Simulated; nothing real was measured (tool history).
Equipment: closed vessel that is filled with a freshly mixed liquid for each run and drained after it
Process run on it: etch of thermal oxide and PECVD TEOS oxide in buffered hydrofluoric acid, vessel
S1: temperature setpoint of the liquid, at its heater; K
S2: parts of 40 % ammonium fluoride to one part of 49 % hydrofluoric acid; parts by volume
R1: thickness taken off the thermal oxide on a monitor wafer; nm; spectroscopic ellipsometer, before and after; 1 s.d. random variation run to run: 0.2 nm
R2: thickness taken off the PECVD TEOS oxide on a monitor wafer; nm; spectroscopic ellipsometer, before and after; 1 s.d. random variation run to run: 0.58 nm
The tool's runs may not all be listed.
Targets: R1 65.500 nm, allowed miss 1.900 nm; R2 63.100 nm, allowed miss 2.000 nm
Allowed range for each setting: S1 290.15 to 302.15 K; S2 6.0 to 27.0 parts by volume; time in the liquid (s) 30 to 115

{"run": 1, "hour": 0.0, "S1": 294.15, "S2": 16.5, "time in the liquid (s)": 60, "R1": 36.224, "R2": 34.091}
{"run": 2, "hour": 6.3, "S1": 294.15, "S2": 20.5, "time in the liquid (s)": 60, "R1": 29.39, "R2": 27.975}
{"run": 3, "hour": 10.8, "S1": 294.15, "S2": 22.5, "time in the liquid (s)": 60, "R1": 27.442, "R2": 26.684}
{"run": 4, "hour": 19.1, "S1": 296.65, "S2": 22.5, "time in the liquid (s)": 60, "R1": 31.751, "R2": 30.522}
{"run": 5, "hour": 27.5, "S1": 298.65, "S2": 20.0, "time in the liquid (s)": 60, "R1": 38.311, "R2": 36.961}
{"run": 6, "hour": 34.1, "S1": 299.65, "S2": 17.5, "time in the liquid (s)": 60, "R1": 46.242, "R2": 45.161}
{"run": 7, "hour": 36.7, "S1": 300.15, "S2": 16.0, "time in the liquid (s)": 60, "R1": 51.853, "R2": 49.578}
{"run": 8, "hour": 45.1, "S1": 300.65, "S2": 15.0, "time in the liquid (s)": 60, "R1": 56.571, "R2": 54.461}
{"run": 9, "hour": 52.4, "S1": 302.15, "S2": 13.5, "time in the liquid (s)": 60, "R1": 68.034, "R2": 65.488}

Pick the move, out of 4, that brings all results within their allowed miss; only one does.
{"run": "A", "hour": 59.7, "S1": 301.65, "S2": 18.0, "time in the liquid (s)": 85, "R1": "?", "R2": "?"}
{"run": "B", "hour": 59.7, "S1": 302.15, "S2": 27.0, "time in the liquid (s)": 110, "R1": "?", "R2": "?"}
{"run": "C", "hour": 59.7, "S1": 302.15, "S2": 16.5, "time in the liquid (s)": 70, "R1": "?", "R2": "?"}
{"run": "D", "hour": 59.7, "S1": 299.15, "S2": 14.0, "time in the liquid (s)": 75, "R1": "?", "R2": "?"}

move=A R1=70.731 R2=68.681
move=B R1=69.018 R2=67.018
move=C R1=65.154 R2=63.266
move=D R1=69.876 R2=67.851
A: moves away from the targets compared with the last run
B: moves away from the targets compared with the last run
C: each result inside its tolerance
D: moves away from the targets compared with the last run
The right move is C.

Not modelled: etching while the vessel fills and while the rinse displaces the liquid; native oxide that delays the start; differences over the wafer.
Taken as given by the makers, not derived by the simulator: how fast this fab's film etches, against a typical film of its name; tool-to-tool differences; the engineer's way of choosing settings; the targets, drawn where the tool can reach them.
